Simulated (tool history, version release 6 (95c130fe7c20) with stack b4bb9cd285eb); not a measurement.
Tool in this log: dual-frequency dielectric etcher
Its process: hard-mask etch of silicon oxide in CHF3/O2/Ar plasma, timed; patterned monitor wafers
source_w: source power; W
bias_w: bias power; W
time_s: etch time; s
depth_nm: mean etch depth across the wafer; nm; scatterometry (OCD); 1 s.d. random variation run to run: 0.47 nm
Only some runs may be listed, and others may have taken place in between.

run,hour,source_w,bias_w,time_s,depth_nm
1,0.0,560,224,34.5,67.344
2,7.2,600,233,34.5,71.159
3,12.3,500,233,34.5,64.379
4,17.8,550,236,34.5,69.471
5,24.5,550,221,34.5,66.505
6,29.8,550,182,34.5,61.556
7,35.1,590,192,34.5,65.821
8,40.7,620,198,34.5,68.279

Run 9 is up next; what results do you expect?
9,41.9,730,243,35.0,?

{"run 9": {"depth_nm": 81.09}}
